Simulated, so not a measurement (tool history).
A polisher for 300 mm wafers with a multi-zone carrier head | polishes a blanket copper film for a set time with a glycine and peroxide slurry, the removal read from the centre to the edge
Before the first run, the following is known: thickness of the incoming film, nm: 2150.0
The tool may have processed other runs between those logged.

run,hour,flow of slurry (ml/min),pressure of the head's centre zone,pressure of the head's middle zone,pressure of the head's edge zone,polishing time (s),film removed at the wafer's centre (Å),film removed at mid-radius (Å),film removed at the wafer's edge (Å)
1,0,260,1,1,1,41,2091.9,2026.9,2046.5
2,3.7,260,1,1,1,45,2289.7,2279.1,2234.1
3,4.8,250,0.97,0.97,0.97,42,2070.5,2016.5,2067.6
4,10.4,250,0.97,0.97,0.89,42,2053.9,2001.9,2010.5
5,12.7,245,0.95,0.95,0.88,40,1907.7,1888,1921.6
6,20.7,240,0.94,0.93,0.87,38,1803.5,1754.6,1810.3
7,25.3,235,0.93,0.91,0.86,36,1695.3,1658.3,1716.4
# hour 33.9: edge zone pressure recalibrated
8,33.9,230,0.92,0.89,0.87,35,1621,1540,1672.7

For run 9, what comes out?
9,39.4,205,0.85,0.83,0.81,30,?,?,?

film removed at the wafer's centre (Å): 1274.9
film removed at mid-radius (Å): 1270.1
film removed at the wafer's edge (Å): 1402.5
